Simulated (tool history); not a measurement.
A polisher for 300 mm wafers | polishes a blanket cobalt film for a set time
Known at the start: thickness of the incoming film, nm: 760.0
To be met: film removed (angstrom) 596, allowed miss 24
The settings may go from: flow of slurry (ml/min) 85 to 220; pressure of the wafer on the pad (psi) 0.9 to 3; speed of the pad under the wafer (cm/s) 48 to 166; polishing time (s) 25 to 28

run	hour	flow of slurry (ml/min)	pressure of the wafer on the pad (psi)	speed of the pad under the wafer (cm/s)	polishing time (s)	film removed (angstrom)
1	0	140	1.9	106	28	1222.7
2	0.9	140	1.5	106	28	956.61
3	2.2	110	1.5	106	28	949.25
4	4.1	110	1.4	104	28	853.86
5	6.1	110	1.4	104	28	862.26
6	6.8	110	1.3	102	28	776.82
7	15	110	1.2	102	28	719.43
8	16.5	110	1.1	102	28	675.82

5 next moves are on the table. One of them brings every result within its allowed miss. Which?
A	18	100	1.2	114	28	?
B	18	130	1.3	106	25	?
C	18	100	0.9	116	25	?
D	18	130	1.6	62	25	?
E	18	90	0.9	114	28	?

move	film removed (angstrom)
A	799.32
B	757.34
C	552.86
D	552.29
E	593.96
A: further off than the last run
B: further off than the last run
C: takes the result that was furthest off past its target
D: takes the result that was furthest off past its target
E: meets every target
The right move is E.

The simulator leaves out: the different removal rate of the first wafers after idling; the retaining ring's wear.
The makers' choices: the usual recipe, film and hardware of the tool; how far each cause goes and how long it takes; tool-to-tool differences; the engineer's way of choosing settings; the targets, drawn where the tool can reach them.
